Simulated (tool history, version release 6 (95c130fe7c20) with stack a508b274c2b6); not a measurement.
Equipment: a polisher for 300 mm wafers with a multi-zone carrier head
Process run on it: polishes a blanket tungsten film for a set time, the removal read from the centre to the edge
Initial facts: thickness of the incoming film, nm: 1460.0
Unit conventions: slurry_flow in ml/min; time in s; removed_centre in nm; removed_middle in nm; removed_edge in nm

Run 1, hour 0: slurry_flow 140 ml/min, centre_zone 1, middle_zone 1, edge_zone 1, slurry_solids 1, time 33 s. Result: removed_centre 196.13 nm, removed_middle 192.74 nm, removed_edge 202.36 nm.
Run 2, hour 1.4: slurry_flow 150 ml/min, centre_zone 1.01, middle_zone 1.04, edge_zone 1.04, slurry_solids 1.15, time 34 s. Result: removed_centre 212.73 nm, removed_middle 216.35 nm, removed_edge 224.74 nm.
Run 3, hour 6.2: slurry_flow 165 ml/min, centre_zone 1.01, middle_zone 1.04, edge_zone 1.04, slurry_solids 1.15, time 34 s. Result: removed_centre 216.39 nm, removed_middle 215.9 nm, removed_edge 227.44 nm.
Run 4, hour 7: slurry_flow 170 ml/min, centre_zone 1.03, middle_zone 1.07, edge_zone 1.06, slurry_solids 1.25, time 35 s. Result: removed_centre 229.52 nm, removed_middle 235.27 nm, removed_edge 233.09 nm.
Run 5, hour 7.5: slurry_flow 175 ml/min, centre_zone 1.03, middle_zone 1.07, edge_zone 1.08, slurry_solids 1.35, time 36 s. Result: removed_centre 242.8 nm, removed_middle 242.74 nm, removed_edge 246.88 nm.
Run 6, hour 8.4: slurry_flow 180 ml/min, centre_zone 1.03, middle_zone 1.08, edge_zone 1.1, slurry_solids 1.4, time 37 s. Result: removed_centre 255.16 nm, removed_middle 261.52 nm, removed_edge 262.03 nm.
Run 7, hour 14.5: slurry_flow 185 ml/min, centre_zone 1.03, middle_zone 1.09, edge_zone 1.12, slurry_solids 1.45, time 37 s. Result: removed_centre 257.07 nm, removed_middle 258.95 nm, removed_edge 269.14 nm.
Run 8, hour 21.3: slurry_flow 190 ml/min, centre_zone 1.03, middle_zone 1.11, edge_zone 1.12, slurry_solids 1.45, time 37 s. Result: removed_centre 252.91 nm, removed_middle 266.26 nm, removed_edge 261.62 nm.
Run 9, hour 28.4: slurry_flow 190 ml/min, centre_zone 1.03, middle_zone 1.11, edge_zone 1.13, slurry_solids 1.45, time 37 s. Result: removed_centre 254.09 nm, removed_middle 269.58 nm, removed_edge 261.71 nm.

Expected results for the next run?
At hour 32: edge zone pressure recalibrated.
Run 10, hour 32: slurry_flow 195 ml/min, centre_zone 1.03, middle_zone 1.1, edge_zone 1.14, slurry_solids 1.5, time 38 s. Result: removed_centre ?, removed_middle ?, removed_edge ?.

Run 10 came out at removed_centre 263.31 nm, removed_middle 279.12 nm, removed_edge 264.94 nm.

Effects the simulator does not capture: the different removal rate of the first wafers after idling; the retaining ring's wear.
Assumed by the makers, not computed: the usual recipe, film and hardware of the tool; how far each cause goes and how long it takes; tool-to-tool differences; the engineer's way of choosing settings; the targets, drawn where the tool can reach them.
